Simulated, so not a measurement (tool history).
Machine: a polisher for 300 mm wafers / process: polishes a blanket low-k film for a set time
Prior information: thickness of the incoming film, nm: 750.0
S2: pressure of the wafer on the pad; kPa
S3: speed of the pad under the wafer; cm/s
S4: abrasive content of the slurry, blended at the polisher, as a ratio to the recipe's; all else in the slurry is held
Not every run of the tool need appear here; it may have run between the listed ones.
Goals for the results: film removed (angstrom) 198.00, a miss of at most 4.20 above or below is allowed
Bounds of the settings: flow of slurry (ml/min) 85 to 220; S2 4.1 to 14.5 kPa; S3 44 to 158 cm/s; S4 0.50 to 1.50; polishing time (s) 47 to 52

Run 1, hour 0.0: flow of slurry (ml/min) 140, S2 9.0 kPa, S3 100 cm/s, S4 1.00, polishing time (s) 52. Result: film removed (angstrom) 150.67.
Run 2, hour 6.5: flow of slurry (ml/min) 140, S2 9.0 kPa, S3 100 cm/s, S4 0.80, polishing time (s) 52. Result: film removed (angstrom) 137.39.
Run 3, hour 12.5: flow of slurry (ml/min) 150, S2 9.7 kPa, S3 100 cm/s, S4 0.80, polishing time (s) 52. Result: film removed (angstrom) 146.21.
Run 4, hour 15.2: flow of slurry (ml/min) 150, S2 10.3 kPa, S3 100 cm/s, S4 0.80, polishing time (s) 52. Result: film removed (angstrom) 153.17.
Run 5, hour 20.7: flow of slurry (ml/min) 150, S2 10.3 kPa, S3 88 cm/s, S4 0.80, polishing time (s) 52. Result: film removed (angstrom) 139.78.
Run 6, hour 26.4: flow of slurry (ml/min) 150, S2 11.0 kPa, S3 88 cm/s, S4 0.80, polishing time (s) 52. Result: film removed (angstrom) 147.67.
Run 7, hour 29.3: flow of slurry (ml/min) 155, S2 11.7 kPa, S3 88 cm/s, S4 0.80, polishing time (s) 52. Result: film removed (angstrom) 154.80.
Run 8, hour 32.5: flow of slurry (ml/min) 165, S2 14.5 kPa, S3 88 cm/s, S4 0.80, polishing time (s) 52. Result: film removed (angstrom) 185.73.
Run 9, hour 34.7: flow of slurry (ml/min) 165, S2 14.5 kPa, S3 88 cm/s, S4 0.80, polishing time (s) 52. Result: film removed (angstrom) 184.65.
Run 10, hour 40.5: flow of slurry (ml/min) 165, S2 14.5 kPa, S3 88 cm/s, S4 0.80, polishing time (s) 52. Result: film removed (angstrom) 182.69.
Run 11, hour 47.4: flow of slurry (ml/min) 165, S2 14.5 kPa, S3 90 cm/s, S4 0.80, polishing time (s) 52. Result: film removed (angstrom) 185.38.
Run 12, hour 54.0: flow of slurry (ml/min) 165, S2 14.5 kPa, S3 92 cm/s, S4 0.80, polishing time (s) 52. Result: film removed (angstrom) 187.54.
Run 13, hour 55.4: flow of slurry (ml/min) 165, S2 14.5 kPa, S3 94 cm/s, S4 0.80, polishing time (s) 52. Result: film removed (angstrom) 190.21.

Exercise: of the 4 proposed moves below, exactly one satisfies all targets within the stated allowed misses. Which move is it?
Run A, hour 56.8: flow of slurry (ml/min) 175, S2 14.5 kPa, S3 82 cm/s, S4 1.00, polishing time (s) 50. Result: film removed (angstrom) ?.
Run B, hour 56.8: flow of slurry (ml/min) 170, S2 14.5 kPa, S3 96 cm/s, S4 0.80, polishing time (s) 50. Result: film removed (angstrom) ?.
Run C, hour 56.8: flow of slurry (ml/min) 145, S2 14.5 kPa, S3 92 cm/s, S4 0.85, polishing time (s) 51. Result: film removed (angstrom) ?.
Run D, hour 56.8: flow of slurry (ml/min) 160, S2 14.5 kPa, S3 108 cm/s, S4 0.75, polishing time (s) 51. Result: film removed (angstrom) ?.

move  film removed (angstrom)
   A                   187.27
   B                   188.17
   C                   186.34
   D                   199.98
A: further off than the last run
B: further off than the last run
C: further off than the last run
D: hits every target within its allowed miss
D is the move that brings every result within its allowed miss.

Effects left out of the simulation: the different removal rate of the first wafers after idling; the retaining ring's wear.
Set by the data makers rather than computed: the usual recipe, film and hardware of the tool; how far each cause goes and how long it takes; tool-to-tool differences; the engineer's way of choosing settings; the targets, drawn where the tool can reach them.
